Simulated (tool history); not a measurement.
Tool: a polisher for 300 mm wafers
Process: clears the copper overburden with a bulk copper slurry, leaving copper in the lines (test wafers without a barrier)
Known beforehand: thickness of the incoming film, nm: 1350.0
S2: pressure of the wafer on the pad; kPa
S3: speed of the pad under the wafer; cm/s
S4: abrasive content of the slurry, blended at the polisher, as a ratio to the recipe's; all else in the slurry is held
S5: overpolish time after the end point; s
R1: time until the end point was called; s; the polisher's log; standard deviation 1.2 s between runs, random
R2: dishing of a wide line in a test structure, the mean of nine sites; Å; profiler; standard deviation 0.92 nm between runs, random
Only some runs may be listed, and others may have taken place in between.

{"run": 1, "day": 0.0, "flow of slurry (ml/min)": 250, "S2": 23.4, "S3": 134, "S4": 1.0, "S5": 15, "R1": 82.098, "R2": 943.11}
{"run": 2, "day": 0.046, "flow of slurry (ml/min)": 250, "S2": 20.7, "S3": 138, "S4": 1.0, "S5": 12, "R1": 88.526, "R2": 791.56}
{"run": 3, "day": 0.308, "flow of slurry (ml/min)": 250, "S2": 20.7, "S3": 138, "S4": 1.0, "S5": 6, "R1": 88.707, "R2": 508.8}
{"run": 4, "day": 0.638, "flow of slurry (ml/min)": 250, "S2": 16.5, "S3": 138, "S4": 1.0, "S5": 6, "R1": 109.36, "R2": 413.0}
{"run": 5, "day": 0.779, "flow of slurry (ml/min)": 250, "S2": 17.2, "S3": 136, "S4": 1.0, "S5": 7, "R1": 107.91, "R2": 477.29}
{"run": 6, "day": 1.133, "flow of slurry (ml/min)": 250, "S2": 17.2, "S3": 136, "S4": 1.0, "S5": 4, "R1": 106.93, "R2": 306.97}
{"run": 7, "day": 1.171, "flow of slurry (ml/min)": 240, "S2": 17.2, "S3": 138, "S4": 0.95, "S5": 6, "R1": 106.04, "R2": 443.34}
{"run": 8, "day": 1.546, "flow of slurry (ml/min)": 170, "S2": 18.6, "S3": 138, "S4": 0.9, "S5": 6, "R1": 104.01, "R2": 439.71}

The next listed run, before its measurement:
{"run": 9, "day": 1.904, "flow of slurry (ml/min)": 165, "S2": 18.6, "S3": 138, "S4": 0.85, "S5": 7, "R1": "?", "R2": "?"}

{"run 9": {"R1": 105.14, "R2": 497.17}}
